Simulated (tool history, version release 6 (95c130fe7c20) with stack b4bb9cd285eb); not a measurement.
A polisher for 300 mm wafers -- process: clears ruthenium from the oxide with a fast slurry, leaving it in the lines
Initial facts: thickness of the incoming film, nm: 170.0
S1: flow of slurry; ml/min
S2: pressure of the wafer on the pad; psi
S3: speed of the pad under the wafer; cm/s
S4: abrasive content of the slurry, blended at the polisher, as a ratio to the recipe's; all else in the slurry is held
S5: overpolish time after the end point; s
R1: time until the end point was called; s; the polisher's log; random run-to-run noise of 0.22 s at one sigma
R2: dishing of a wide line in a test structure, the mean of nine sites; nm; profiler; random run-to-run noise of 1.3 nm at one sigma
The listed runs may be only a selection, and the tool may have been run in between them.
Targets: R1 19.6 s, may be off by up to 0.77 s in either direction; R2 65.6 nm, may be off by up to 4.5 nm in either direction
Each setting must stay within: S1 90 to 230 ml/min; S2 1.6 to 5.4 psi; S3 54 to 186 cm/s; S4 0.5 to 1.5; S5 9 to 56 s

run    day   S1   S2   S3    S4  S5      R1      R2
  1      0  150  3.5  118     1  29  23.372  113.47
  2  0.046  150  3.1  118     1  29  25.151  110.69
  3  0.238  120  3.1  118     1  29  26.645  109.08
  4  0.379  140  3.3  114     1  25  25.298  102.68
  5    0.7  155  3.5  112  0.95  22  24.716  96.533
  6  0.767  155  3.5  112  0.85  22  25.559  86.641
  7  1.121  175  4.5  114   0.6   9  23.172  49.266
  8    1.2  175  4.6  114   0.6  10  22.976   53.05
  9  1.383  175  4.7  114   0.6  11  22.831  58.916
 10  1.567  175  4.8  114   0.6  11  22.743  58.079
 11  1.867  175  4.9  116   0.6  11  21.833  60.015
 12  2.017  175    5  116   0.6  11  21.053  60.848
 13  2.042  175  5.1  116   0.6  11  20.995  61.731
 14  2.283  175  5.2  116   0.6  11  20.702  63.393

Exactly one of the 5 candidate moves below puts every result within its allowed miss. Which one?
  A  2.525  225  4.7  132  0.75  12   ?   ?
  B  2.525  170  5.4  116  0.65  14   ?   ?
  C  2.525  180  5.3  122   0.6  11   ?   ?
  D  2.525  180  5.4  132   0.6  12   ?   ?
  E  2.525  185  5.4  120  0.55  14   ?   ?

move      R1      R2
   A   18.11  75.805
   B  20.129  78.729
   C  19.815   65.77
   D  18.152  75.666
   E   20.33  78.124
A: takes the biggest miss from the last run beyond its target
B: brings the last run's worst result on target, with another outside its allowed miss
C: meets every target
D: takes the biggest miss from the last run beyond its target
E: brings the last run's worst result on target, with another outside its allowed miss
So the answer is move C, the one that meets all the targets.
